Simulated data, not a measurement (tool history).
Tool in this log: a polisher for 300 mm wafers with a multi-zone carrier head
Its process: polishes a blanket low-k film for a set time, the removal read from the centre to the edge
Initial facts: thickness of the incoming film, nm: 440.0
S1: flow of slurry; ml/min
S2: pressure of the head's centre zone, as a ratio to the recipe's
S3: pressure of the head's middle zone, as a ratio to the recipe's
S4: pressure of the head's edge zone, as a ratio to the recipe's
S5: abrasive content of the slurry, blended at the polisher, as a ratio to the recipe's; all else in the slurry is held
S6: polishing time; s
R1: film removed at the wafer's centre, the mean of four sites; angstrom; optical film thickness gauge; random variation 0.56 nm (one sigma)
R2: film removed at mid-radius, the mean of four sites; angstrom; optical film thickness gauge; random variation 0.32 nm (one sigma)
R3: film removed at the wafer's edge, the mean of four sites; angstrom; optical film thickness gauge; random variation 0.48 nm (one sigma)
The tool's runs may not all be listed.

{"run": 1, "hour": 0.0, "S1": 275, "S2": 1.0, "S3": 1.0, "S4": 1.0, "S5": 1.0, "S6": 63, "R1": 322.49, "R2": 309.41, "R3": 313.33}
{"run": 2, "hour": 5.1, "S1": 275, "S2": 0.93, "S3": 1.0, "S4": 1.0, "S5": 1.0, "S6": 63, "R1": 289.71, "R2": 309.6, "R3": 319.04}
{"run": 3, "hour": 8.4, "S1": 275, "S2": 0.93, "S3": 0.93, "S4": 1.0, "S5": 1.0, "S6": 63, "R1": 301.34, "R2": 288.58, "R3": 312.93}
{"run": 4, "hour": 14.4, "S1": 275, "S2": 0.93, "S3": 0.93, "S4": 1.0, "S5": 1.15, "S6": 63, "R1": 309.86, "R2": 306.26, "R3": 327.38}
{"run": 5, "hour": 21.7, "S1": 275, "S2": 0.85, "S3": 0.93, "S4": 1.0, "S5": 1.15, "S6": 63, "R1": 283.42, "R2": 301.84, "R3": 331.41}
{"run": 6, "hour": 23.0, "S1": 275, "S2": 0.85, "S3": 0.93, "S4": 1.0, "S5": 1.35, "S6": 63, "R1": 299.39, "R2": 322.71, "R3": 349.4}
{"run": 7, "hour": 26.8, "S1": 285, "S2": 0.93, "S3": 0.98, "S4": 1.03, "S5": 1.4, "S6": 65, "R1": 340.17, "R2": 353.77, "R3": 364.5}
{"run": 8, "hour": 34.7, "S1": 285, "S2": 0.98, "S3": 1.01, "S4": 1.04, "S5": 1.45, "S6": 68, "R1": 378.58, "R2": 378.53, "R3": 386.15}
{"run": 9, "hour": 43.0, "S1": 295, "S2": 1.02, "S3": 1.05, "S4": 1.04, "S5": 1.45, "S6": 70, "R1": 413.99, "R2": 406.21, "R3": 397.75}
{"run": 10, "hour": 43.6, "S1": 305, "S2": 1.04, "S3": 1.08, "S4": 1.05, "S5": 1.45, "S6": 71, "R1": 425.05, "R2": 425.54, "R3": 410.89}
{"run": 11, "hour": 50.4, "S1": 315, "S2": 1.06, "S3": 1.1, "S4": 1.05, "S5": 1.45, "S6": 72, "R1": 448.81, "R2": 441.36, "R3": 417.36}
{"run": 12, "hour": 52.9, "S1": 325, "S2": 1.07, "S3": 1.11, "S4": 1.06, "S5": 1.45, "S6": 72, "R1": 448.76, "R2": 442.71, "R3": 415.48}

For run 13, what comes out?
{"run": 13, "hour": 61.3, "S1": 325, "S2": 1.08, "S3": 1.12, "S4": 1.07, "S5": 1.45, "S6": 73, "R1": "?", "R2": "?", "R3": "?"}

{"run 13": {"R1": 457.89, "R2": 453.46, "R3": 431.97}}
